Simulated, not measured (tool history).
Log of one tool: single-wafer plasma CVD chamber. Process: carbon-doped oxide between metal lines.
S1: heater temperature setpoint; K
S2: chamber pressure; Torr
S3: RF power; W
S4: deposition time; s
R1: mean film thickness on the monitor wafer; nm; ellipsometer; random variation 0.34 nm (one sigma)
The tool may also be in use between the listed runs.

run 1 day=0.000 | S1=603.15 S2=4.02 S3=500 S4=20.5 | R1=121.25
run 2 day=0.167 | S1=603.15 S2=4.46 S3=500 S4=20.5 | R1=122.52
run 3 day=0.329 | S1=611.15 S2=4.46 S3=500 S4=20.5 | R1=118.85
run 4 day=0.529 | S1=618.15 S2=4.46 S3=500 S4=20.5 | R1=116.07
run 5 day=0.629 | S1=615.15 S2=4.57 S3=510 S4=20.5 | R1=119.34
run 6 day=0.754 | S1=610.15 S2=4.57 S3=510 S4=20.5 | R1=121.47
run 7 day=1.071 | S1=608.15 S2=4.66 S3=515 S4=20.5 | R1=123.43
run 8 day=1.417 | S1=606.15 S2=4.73 S3=520 S4=20.5 | R1=125.95

Run 9 comes next. What will it give?
run 9 day=1.688 | S1=605.15 S2=4.80 S3=525 S4=20.5 | R1=?

{"run 9": {"R1": 126.81}}
